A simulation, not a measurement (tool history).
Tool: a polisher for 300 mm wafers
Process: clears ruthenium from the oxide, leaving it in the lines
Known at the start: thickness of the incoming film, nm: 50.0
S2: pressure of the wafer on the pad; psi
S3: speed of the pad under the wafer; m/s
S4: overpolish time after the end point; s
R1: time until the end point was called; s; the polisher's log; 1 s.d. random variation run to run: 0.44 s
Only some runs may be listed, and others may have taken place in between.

Run 1, hour 0: flow of slurry (ml/min) 130, S2 1.3 psi, S3 0.92 m/s, S4 13 s. Result: R1 60.6 s.
Run 2, hour 2.2: flow of slurry (ml/min) 150, S2 1.3 psi, S3 0.92 m/s, S4 13 s. Result: R1 60.891 s.
Run 3, hour 9.3: flow of slurry (ml/min) 180, S2 1.3 psi, S3 0.92 m/s, S4 13 s. Result: R1 58.822 s.
Run 4, hour 18.1: flow of slurry (ml/min) 180, S2 1.4 psi, S3 0.92 m/s, S4 13 s. Result: R1 55.086 s.
Run 5, hour 21.7: flow of slurry (ml/min) 180, S2 1.2 psi, S3 0.92 m/s, S4 13 s. Result: R1 62.791 s.
Run 6, hour 28.1: flow of slurry (ml/min) 180, S2 1.2 psi, S3 0.92 m/s, S4 13 s. Result: R1 62.722 s.
Run 7, hour 34.2: flow of slurry (ml/min) 180, S2 1.4 psi, S3 0.92 m/s, S4 13 s. Result: R1 54.753 s.

Run 8 comes next. What will it give?
Run 8, hour 36.3: flow of slurry (ml/min) 180, S2 1.5 psi, S3 0.92 m/s, S4 13 s. Result: R1 ?.

R1: 52.075 s

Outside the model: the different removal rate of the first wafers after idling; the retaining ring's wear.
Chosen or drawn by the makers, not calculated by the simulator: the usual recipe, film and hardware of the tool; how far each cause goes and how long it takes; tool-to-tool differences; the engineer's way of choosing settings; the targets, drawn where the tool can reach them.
